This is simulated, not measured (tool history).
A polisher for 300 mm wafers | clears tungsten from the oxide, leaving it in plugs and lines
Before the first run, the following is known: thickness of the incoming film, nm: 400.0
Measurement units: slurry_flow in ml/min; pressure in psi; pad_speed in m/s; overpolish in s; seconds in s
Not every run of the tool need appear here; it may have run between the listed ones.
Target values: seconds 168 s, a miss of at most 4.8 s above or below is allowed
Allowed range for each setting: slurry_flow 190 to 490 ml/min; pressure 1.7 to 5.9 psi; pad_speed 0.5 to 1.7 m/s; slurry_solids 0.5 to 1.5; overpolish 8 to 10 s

run	hour	slurry_flow	pressure	pad_speed	slurry_solids	overpolish	seconds
1	0	315	3.8	1.1	1	10	84.806
2	5.6	315	3.8	1.28	1	10	77.188
3	7.4	315	3.8	1.1	1	10	86.187
4	10	280	3.8	1.1	1	10	86.553
5	17.2	280	4.3	1.1	1	10	79.081
6	18.2	275	3.7	1.02	1	10	92.482
7	24.6	275	3.2	0.94	1	10	107.17
8	27.6	275	2.8	0.88	1	10	121.76
9	31.2	275	2.5	0.84	1	10	135.86
10	38.7	275	2.3	0.82	1	10	146.1
11	44.5	275	1.7	0.82	1	10	175.73

Which of these 5 next moves meets every target?
A	50.3	280	2.1	0.66	0.85	10	?
B	50.3	300	1.7	0.64	1.1	8	?
C	50.3	415	1.8	0.5	1.25	10	?
D	50.3	245	1.8	0.66	1.1	10	?
E	50.3	275	2	0.8	0.85	8	?

move	seconds
A	179.61
B	190.92
C	193.26
D	186.22
E	168.53
A: misses by more than the last run did
B: misses by more than the last run did
C: misses by more than the last run did
D: misses by more than the last run did
E: all results in spec
E is the move that brings every result within its allowed miss.
